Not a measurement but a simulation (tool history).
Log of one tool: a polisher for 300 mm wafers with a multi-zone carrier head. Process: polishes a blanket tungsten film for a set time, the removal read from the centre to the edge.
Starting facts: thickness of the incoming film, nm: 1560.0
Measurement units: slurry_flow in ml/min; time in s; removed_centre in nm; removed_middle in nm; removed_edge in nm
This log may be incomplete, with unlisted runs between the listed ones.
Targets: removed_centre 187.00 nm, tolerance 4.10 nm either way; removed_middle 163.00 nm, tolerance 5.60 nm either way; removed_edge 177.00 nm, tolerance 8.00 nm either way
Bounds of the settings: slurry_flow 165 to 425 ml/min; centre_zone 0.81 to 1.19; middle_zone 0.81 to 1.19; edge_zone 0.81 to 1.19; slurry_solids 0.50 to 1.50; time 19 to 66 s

run  hour  slurry_flow  centre_zone  middle_zone  edge_zone  slurry_solids  time  removed_centre  removed_middle  removed_edge
  1   0.0          275         1.00         1.00       1.00           1.00    42          255.34          270.56        273.81
  2   5.5          275         1.00         1.00       1.00           1.00    38          229.78          245.76        249.57
  3   9.8          275         0.92         1.00       1.00           1.00    38          213.52          247.33        250.26
  4  14.9          345         0.92         1.00       1.00           1.00    38          217.54          252.34        251.52
     15.6  -- centre zone pressure recalibrated
  5  15.6          350         0.94         0.97       0.97           0.90    37          229.61          229.14        243.94
  6  17.1          350         0.94         0.97       0.97           0.80    37          221.59          226.11        235.50
  7  21.5          340         0.93         0.96       0.94           0.75    36          210.91          218.17        230.26
  8  27.2          350         0.94         0.96       0.93           0.70    34          199.42          202.21        209.17
  9  34.6          360         0.96         0.86       0.83           0.50    33          189.91          169.46        187.17
 10  35.9          360         0.97         0.86       0.83           0.50    33          190.70          174.17        186.18
 11  38.2          355         0.97         0.85       0.83           0.50    33          193.78          168.27        188.66

Pick the move, out of 4, that brings all results within their allowed miss; only one does.
  A  40.5          360         1.08         0.88       0.81           0.55    30               ?               ?             ?
  B  40.5          345         0.95         0.90       0.81           0.55    32               ?               ?             ?
  C  40.5          330         0.88         0.81       0.90           0.50    35               ?               ?             ?
  D  40.5          410         0.99         0.86       0.84           0.50    31               ?               ?             ?

move  removed_centre  removed_middle  removed_edge
   A          195.75          162.60        168.67
   B          183.95          176.22        179.40
   C          183.82          173.96        201.68
   D          185.68          164.46        175.92
A: further off than the last run
B: gets the furthest-off result to its target, but another result is out of tolerance
C: gets the furthest-off result to its target, but another result is out of tolerance
D: every result within its allowed miss
The right move is D.
